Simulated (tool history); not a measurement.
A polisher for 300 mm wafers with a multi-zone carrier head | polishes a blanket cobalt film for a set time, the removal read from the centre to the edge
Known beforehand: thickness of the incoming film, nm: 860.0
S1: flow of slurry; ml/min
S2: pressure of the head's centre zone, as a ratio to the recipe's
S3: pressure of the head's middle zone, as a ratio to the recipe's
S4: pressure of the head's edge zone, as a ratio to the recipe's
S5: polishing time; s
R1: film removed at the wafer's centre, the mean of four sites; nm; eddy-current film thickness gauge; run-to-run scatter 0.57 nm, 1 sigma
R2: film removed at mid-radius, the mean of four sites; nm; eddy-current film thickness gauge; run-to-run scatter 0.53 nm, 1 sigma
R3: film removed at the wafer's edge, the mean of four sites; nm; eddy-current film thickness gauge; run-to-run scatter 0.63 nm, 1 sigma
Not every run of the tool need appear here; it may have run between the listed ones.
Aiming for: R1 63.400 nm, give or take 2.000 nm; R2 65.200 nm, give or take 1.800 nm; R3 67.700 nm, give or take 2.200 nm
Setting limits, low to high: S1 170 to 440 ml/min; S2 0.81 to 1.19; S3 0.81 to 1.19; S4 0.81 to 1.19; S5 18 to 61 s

run,hour,S1,S2,S3,S4,S5,R1,R2,R3
1,0.0,280,1.00,1.00,1.00,39,111.890,113.330,114.040
2,6.4,280,1.00,1.00,1.04,39,112.250,112.070,116.300
3,10.3,280,1.00,1.00,1.04,32,92.466,92.985,96.114
4,14.8,275,0.99,0.98,1.01,30,85.842,85.602,88.446
5,20.0,275,0.95,0.98,1.01,30,83.105,85.319,88.378
6,23.1,275,0.95,0.98,1.04,30,82.114,84.625,88.100
7,31.8,270,0.93,0.96,1.01,29,77.515,80.286,85.412
8,32.4,275,0.93,0.95,0.99,28,74.462,78.415,81.567
9,36.0,270,0.93,0.93,0.97,27,73.645,72.906,77.591
10,38.5,270,0.93,0.93,0.97,27,73.309,72.762,78.987
11,44.6,270,0.92,0.93,0.95,26,69.100,71.308,74.850
12,45.7,265,0.92,0.92,0.93,26,69.065,69.017,74.017
13,46.9,235,0.87,0.94,0.83,25,61.954,67.080,68.034

Which of these 5 next moves meets every target?
A,48.1,255,0.89,1.07,0.81,24,?,?,?
B,48.1,255,0.87,0.97,0.83,25,?,?,?
C,48.1,215,0.84,0.97,0.83,25,?,?,?
D,48.1,260,0.90,0.90,0.81,25,?,?,?
E,48.1,255,0.92,1.09,0.81,23,?,?,?

move,R1,R2,R3
A,60.585,74.152,65.945
B,61.636,71.090,69.268
C,58.125,69.634,68.194
D,63.902,66.915,68.961
E,60.043,72.184,63.180
A: lands further from the targets than the last run did
B: lands further from the targets than the last run did
C: lands further from the targets than the last run did
D: hits every target within its allowed miss
E: lands further from the targets than the last run did
D meets every target.
